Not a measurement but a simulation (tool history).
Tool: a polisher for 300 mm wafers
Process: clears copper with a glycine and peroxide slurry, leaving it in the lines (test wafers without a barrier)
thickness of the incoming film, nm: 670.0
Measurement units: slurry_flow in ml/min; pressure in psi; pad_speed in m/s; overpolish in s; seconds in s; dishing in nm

run	day	slurry_flow	pressure	pad_speed	overpolish	seconds	dishing
1	0.000	245	2.1	1.04	10	144.54	36.210
2	0.283	245	2.1	1.04	7	142.20	26.051
3	0.567	300	2.1	1.04	7	138.97	28.576
4	0.600	300	2.5	1.04	7	120.90	29.982
5	0.846	295	2.4	1.04	6	124.70	25.200
6	1.204	290	2.3	1.04	6	130.77	26.748
7	1.300	285	2.2	1.04	5	134.99	19.861
8	1.662	275	2.1	1.04	5	138.07	19.202
9	1.900	270	2.0	1.04	5	144.97	20.206
10	1.958	265	1.9	1.02	4	155.52	14.201
11	2.262	305	2.0	1.00	6	145.85	22.096
12	2.404	305	2.0	1.00	6	150.38	22.776
13	2.683	295	2.0	1.00	6	151.45	22.814
14	2.925	285	2.0	1.00	6	148.46	21.655
15	3.221	280	2.0	1.00	6	150.52	22.871
16	3.333	275	2.0	1.00	6	148.92	22.456

Expected results for the next run?
17	3.479	270	2.0	1.00	6	?	?

Run 17 yielded seconds 152.13 s, dishing 22.257 nm.
